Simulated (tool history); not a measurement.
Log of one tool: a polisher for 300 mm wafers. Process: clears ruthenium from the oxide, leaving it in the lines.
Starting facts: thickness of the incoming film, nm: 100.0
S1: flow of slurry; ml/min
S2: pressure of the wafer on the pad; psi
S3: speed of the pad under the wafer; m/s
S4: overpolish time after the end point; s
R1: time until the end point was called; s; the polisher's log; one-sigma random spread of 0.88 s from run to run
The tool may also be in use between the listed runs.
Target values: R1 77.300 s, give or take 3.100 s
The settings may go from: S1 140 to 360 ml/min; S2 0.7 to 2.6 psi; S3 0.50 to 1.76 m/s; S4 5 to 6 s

Run 1, hour 0.0: S1 230 ml/min, S2 1.6 psi, S3 1.12 m/s, S4 6 s. Result: R1 118.450 s.
Run 2, hour 4.7: S1 230 ml/min, S2 1.8 psi, S3 1.12 m/s, S4 6 s. Result: R1 109.690 s.
Run 3, hour 8.5: S1 230 ml/min, S2 1.8 psi, S3 1.12 m/s, S4 6 s. Result: R1 106.960 s.
Run 4, hour 14.2: S1 275 ml/min, S2 1.8 psi, S3 1.12 m/s, S4 6 s. Result: R1 105.540 s.
Run 5, hour 18.7: S1 330 ml/min, S2 1.8 psi, S3 1.12 m/s, S4 6 s. Result: R1 105.240 s.
Run 6, hour 26.4: S1 330 ml/min, S2 2.0 psi, S3 1.12 m/s, S4 6 s. Result: R1 98.428 s.
Run 7, hour 30.1: S1 330 ml/min, S2 2.2 psi, S3 1.12 m/s, S4 6 s. Result: R1 90.437 s.
Run 8, hour 33.8: S1 330 ml/min, S2 2.3 psi, S3 1.12 m/s, S4 6 s. Result: R1 88.336 s.
Run 9, hour 40.6: S1 330 ml/min, S2 2.4 psi, S3 1.14 m/s, S4 6 s. Result: R1 85.767 s.
Run 10, hour 47.2: S1 330 ml/min, S2 2.5 psi, S3 1.16 m/s, S4 6 s. Result: R1 82.585 s.

Which of these 5 next moves meets every target?
Run A, hour 53.8: S1 355 ml/min, S2 2.4 psi, S3 1.12 m/s, S4 6 s. Result: R1 ?.
Run B, hour 53.8: S1 360 ml/min, S2 2.5 psi, S3 1.22 m/s, S4 6 s. Result: R1 ?.
Run C, hour 53.8: S1 330 ml/min, S2 2.4 psi, S3 1.16 m/s, S4 5 s. Result: R1 ?.
Run D, hour 53.8: S1 315 ml/min, S2 2.5 psi, S3 1.12 m/s, S4 5 s. Result: R1 ?.
Run E, hour 53.8: S1 320 ml/min, S2 2.3 psi, S3 1.20 m/s, S4 5 s. Result: R1 ?.

move      R1
   A  86.343
   B  77.261
   C  83.999
   D  84.763
   E  83.962
A: the biggest miss grows against the last run
B: all results in spec
C: the biggest miss grows against the last run
D: the biggest miss grows against the last run
E: the biggest miss grows against the last run
B meets every target.

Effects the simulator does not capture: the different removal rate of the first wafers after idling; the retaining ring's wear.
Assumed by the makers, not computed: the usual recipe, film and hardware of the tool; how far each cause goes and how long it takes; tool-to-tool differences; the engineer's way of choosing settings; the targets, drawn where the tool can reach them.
